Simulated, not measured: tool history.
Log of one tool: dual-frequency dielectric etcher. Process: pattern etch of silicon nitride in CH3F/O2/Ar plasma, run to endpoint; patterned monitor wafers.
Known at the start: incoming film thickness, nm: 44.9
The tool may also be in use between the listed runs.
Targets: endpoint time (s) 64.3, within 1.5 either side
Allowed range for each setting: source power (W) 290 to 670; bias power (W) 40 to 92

{"run": 1, "hour": 0.0, "source power (W)": 480, "bias power (W)": 66, "endpoint time (s)": 56.533}
{"run": 2, "hour": 1.8, "source power (W)": 440, "bias power (W)": 66, "endpoint time (s)": 58.848}
{"run": 3, "hour": 4.0, "source power (W)": 440, "bias power (W)": 77, "endpoint time (s)": 55.982}
{"run": 4, "hour": 8.3, "source power (W)": 410, "bias power (W)": 76, "endpoint time (s)": 58.273}
{"run": 5, "hour": 11.2, "source power (W)": 390, "bias power (W)": 75, "endpoint time (s)": 58.959}
{"run": 6, "hour": 14.1, "source power (W)": 370, "bias power (W)": 74, "endpoint time (s)": 60.948}
{"run": 7, "hour": 22.3, "source power (W)": 360, "bias power (W)": 74, "endpoint time (s)": 60.629}
{"run": 8, "hour": 30.8, "source power (W)": 350, "bias power (W)": 73, "endpoint time (s)": 62.43}

Of the 4 settings listed for the next run, only one would bring every result within its allowed miss of target. Which one?
{"run": "A", "hour": 39.3, "source power (W)": 420, "bias power (W)": 61, "endpoint time (s)": "?"}
{"run": "B", "hour": 39.3, "source power (W)": 380, "bias power (W)": 58, "endpoint time (s)": "?"}
{"run": "C", "hour": 39.3, "source power (W)": 340, "bias power (W)": 79, "endpoint time (s)": "?"}
{"run": "D", "hour": 39.3, "source power (W)": 370, "bias power (W)": 72, "endpoint time (s)": "?"}

move=A endpoint_time_(s)=60.368
move=B endpoint_time_(s)=63.629
move=C endpoint_time_(s)=61.017
move=D endpoint_time_(s)=60.641
A: misses by more than the last run did
B: in spec on every target
C: misses by more than the last run did
D: misses by more than the last run did
B is the move that brings every result within its allowed miss.
